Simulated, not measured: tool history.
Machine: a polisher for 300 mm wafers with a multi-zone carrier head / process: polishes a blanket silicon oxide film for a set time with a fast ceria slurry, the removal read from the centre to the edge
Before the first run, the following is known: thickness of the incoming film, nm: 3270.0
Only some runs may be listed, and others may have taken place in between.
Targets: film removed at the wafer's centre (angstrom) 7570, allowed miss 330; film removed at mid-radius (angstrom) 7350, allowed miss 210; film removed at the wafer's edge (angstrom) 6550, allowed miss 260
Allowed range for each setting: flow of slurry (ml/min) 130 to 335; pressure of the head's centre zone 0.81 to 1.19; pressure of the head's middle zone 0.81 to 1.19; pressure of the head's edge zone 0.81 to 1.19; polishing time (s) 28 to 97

run,day,flow of slurry (ml/min),pressure of the head's centre zone,pressure of the head's middle zone,pressure of the head's edge zone,polishing time (s),film removed at the wafer's centre (angstrom),film removed at mid-radius (angstrom),film removed at the wafer's edge (angstrom)
1,0,215,1,1,1,62,9689.8,9760.3,9368
2,0.342,250,1,1,1,62,9885.4,9763,9641.9
3,0.442,240,1,0.99,0.97,60,9450.1,9481.5,9019.4
4,0.729,235,1,0.97,0.95,58,9116.3,8895.5,8648.4
5,1.088,280,1,0.97,0.95,58,9337.9,9096.3,8846.7
6,1.308,270,1,0.97,0.93,56,9041.8,8738.6,8301.5
7,1.396,210,0.94,0.93,0.83,49,7212.7,7167.6,7044.8
8,1.738,215,0.95,0.94,0.83,48,7047.9,7251.3,6763.9
9,1.821,215,0.96,0.94,0.83,48,7251.9,7297.3,6855.9

Which of these 4 next moves meets every target?
A,1.904,240,1.04,1.01,0.83,46,?,?,?
B,1.904,215,0.97,0.99,0.81,46,?,?,?
C,1.904,185,0.94,0.9,0.86,48,?,?,?
D,1.904,195,0.89,0.87,0.92,52,?,?,?

move,film removed at the wafer's centre (angstrom),film removed at mid-radius (angstrom),film removed at the wafer's edge (angstrom)
A,7678.7,7383.4,6510.1
B,7116.8,7197.1,6412.6
C,7101.2,6855.3,6773.1
D,7346.9,7260.7,7546.3
A: all results land within tolerance of their targets
B: corrects the largest miss of the last run, while another result sits out of spec
C: corrects the largest miss of the last run, while another result sits out of spec
D: the biggest miss grows against the last run
Go with A: it meets all targets.

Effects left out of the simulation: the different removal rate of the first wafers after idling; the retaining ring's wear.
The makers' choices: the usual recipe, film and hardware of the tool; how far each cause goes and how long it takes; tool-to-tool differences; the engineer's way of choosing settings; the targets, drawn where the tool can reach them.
